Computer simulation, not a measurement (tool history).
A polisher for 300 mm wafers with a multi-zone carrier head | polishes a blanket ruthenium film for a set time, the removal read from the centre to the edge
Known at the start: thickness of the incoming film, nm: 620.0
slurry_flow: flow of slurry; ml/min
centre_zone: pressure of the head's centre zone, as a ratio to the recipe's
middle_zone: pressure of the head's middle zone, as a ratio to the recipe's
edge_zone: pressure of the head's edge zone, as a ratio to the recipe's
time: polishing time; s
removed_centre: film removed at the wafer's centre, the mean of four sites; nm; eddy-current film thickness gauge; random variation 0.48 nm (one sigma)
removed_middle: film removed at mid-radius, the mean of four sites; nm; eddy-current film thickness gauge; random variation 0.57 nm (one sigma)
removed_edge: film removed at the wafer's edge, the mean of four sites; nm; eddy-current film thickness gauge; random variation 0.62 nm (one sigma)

| run | hour | slurry_flow | centre_zone | middle_zone | edge_zone | time | removed_centre | removed_middle | removed_edge |
|---|---|---|---|---|---|---|---|---|---|
| 1 | 0 | 200 | 1 | 1 | 1 | 41 | 33.844 | 35.345 | 35.354 |
| 2 | 7.6 | 230 | 1 | 1 | 1 | 41 | 34.747 | 36.343 | 36.196 |
| 3 | 16.3 | 235 | 1.03 | 1 | 1.02 | 42 | 37.205 | 36.783 | 36.188 |
| 4 | 22.4 | 235 | 1.03 | 0.98 | 1.03 | 43 | 37.164 | 37.024 | 36.899 |
| 5 | 30.2 | 235 | 1.12 | 0.98 | 1.03 | 43 | 40.601 | 37.534 | 37.708 |
| 6 | 34.1 | 235 | 1.12 | 0.98 | 1.08 | 43 | 40.835 | 37.085 | 38.05 |
| 7 | 41.9 | 230 | 1.13 | 0.97 | 1.09 | 44 | 41.872 | 37.125 | 38.623 |
| 8 | 44 | 230 | 1.13 | 0.97 | 1.1 | 45 | 42.839 | 37.808 | 39.844 |
| 9 | 51.6 | 230 | 1.13 | 0.97 | 1.11 | 46 | 43.76 | 37.22 | 40.248 |
| 10 | 52.8 | 230 | 1.13 | 0.98 | 1.11 | 47 | 45.203 | 39.537 | 41.377 |
| 11 | 54.6 | 230 | 1.13 | 0.98 | 1.12 | 47 | 45.512 | 39.18 | 43.156 |

Run 12 comes next. What will it give?
| 12 | 62.5 | 235 | 1.13 | 0.98 | 1.12 | 47 | ? | ? | ? |

Run 12 gave removed_centre 45.986 nm, removed_middle 40.049 nm, removed_edge 41.547 nm.
